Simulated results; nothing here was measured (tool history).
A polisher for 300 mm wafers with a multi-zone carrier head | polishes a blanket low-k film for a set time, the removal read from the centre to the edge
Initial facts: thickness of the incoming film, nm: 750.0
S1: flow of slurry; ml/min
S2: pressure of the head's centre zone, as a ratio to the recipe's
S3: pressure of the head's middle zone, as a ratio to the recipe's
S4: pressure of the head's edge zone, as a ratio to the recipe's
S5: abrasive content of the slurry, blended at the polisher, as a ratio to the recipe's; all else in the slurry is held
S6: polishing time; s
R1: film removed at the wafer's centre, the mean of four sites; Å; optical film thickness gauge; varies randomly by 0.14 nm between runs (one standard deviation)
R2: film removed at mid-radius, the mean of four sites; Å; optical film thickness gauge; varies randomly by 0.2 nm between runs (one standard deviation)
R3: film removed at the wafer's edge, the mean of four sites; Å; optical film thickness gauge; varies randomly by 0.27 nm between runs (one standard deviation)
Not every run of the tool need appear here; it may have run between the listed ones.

run	hour	S1	S2	S3	S4	S5	S6	R1	R2	R3
1	0.0	275	1.00	1.00	1.00	1.00	71	225.21	228.15	226.70
2	1.6	275	1.00	0.92	1.00	1.00	71	227.91	211.73	223.83
3	4.9	275	1.08	0.92	1.00	1.00	71	243.08	208.83	223.03
4	12.5	265	1.04	0.94	0.96	1.00	71	235.03	218.38	220.77
5	20.0	260	1.01	0.95	0.94	0.95	71	220.52	207.98	206.49
6	24.3	260	1.01	0.95	1.02	0.95	71	220.75	208.45	217.11
7	25.8	245	0.99	0.97	1.00	0.95	71	214.80	208.37	219.53
8	28.8	250	0.97	0.98	0.97	0.95	71	209.22	211.92	210.00
9	37.6	250	0.96	0.99	0.95	0.95	71	208.16	210.02	209.99
10	44.7	255	0.95	1.01	0.93	0.95	71	206.55	217.61	206.76

What does the tool deliver on the next run?
11	49.7	255	0.95	1.01	0.93	0.95	71	?	?	?

{"run 11": {"R1": 208.36, "R2": 219.31, "R3": 208.58}}

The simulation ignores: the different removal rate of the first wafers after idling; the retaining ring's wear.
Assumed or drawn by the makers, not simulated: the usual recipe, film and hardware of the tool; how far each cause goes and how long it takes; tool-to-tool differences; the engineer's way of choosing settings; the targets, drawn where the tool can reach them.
